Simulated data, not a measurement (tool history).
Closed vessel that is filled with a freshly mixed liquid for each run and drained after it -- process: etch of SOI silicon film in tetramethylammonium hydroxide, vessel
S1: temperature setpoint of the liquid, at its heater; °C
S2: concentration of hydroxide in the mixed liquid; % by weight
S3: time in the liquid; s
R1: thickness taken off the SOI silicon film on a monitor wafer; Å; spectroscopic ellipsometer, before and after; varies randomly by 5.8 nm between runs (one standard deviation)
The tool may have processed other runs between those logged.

Run 1, hour 0.0: S1 69.0 °C, S2 10.0 % by weight, S3 85 s. Result: R1 5356.3 Å.
Run 2, hour 7.1: S1 70.5 °C, S2 10.0 % by weight, S3 85 s. Result: R1 5905.9 Å.
Run 3, hour 12.7: S1 70.5 °C, S2 8.5 % by weight, S3 85 s. Result: R1 6195.8 Å.
Run 4, hour 21.2: S1 70.5 °C, S2 8.5 % by weight, S3 90 s. Result: R1 6525.7 Å.
Run 5, hour 24.1: S1 67.5 °C, S2 8.5 % by weight, S3 90 s. Result: R1 5532.3 Å.
Run 6, hour 28.5: S1 68.5 °C, S2 8.5 % by weight, S3 90 s. Result: R1 5844.2 Å.
Run 7, hour 33.3: S1 69.5 °C, S2 8.5 % by weight, S3 90 s. Result: R1 6244.7 Å.

For run 8, what comes out?
Run 8, hour 39.8: S1 70.0 °C, S2 8.5 % by weight, S3 90 s. Result: R1 ?.

{"run 8": {"R1": 6424.1}}
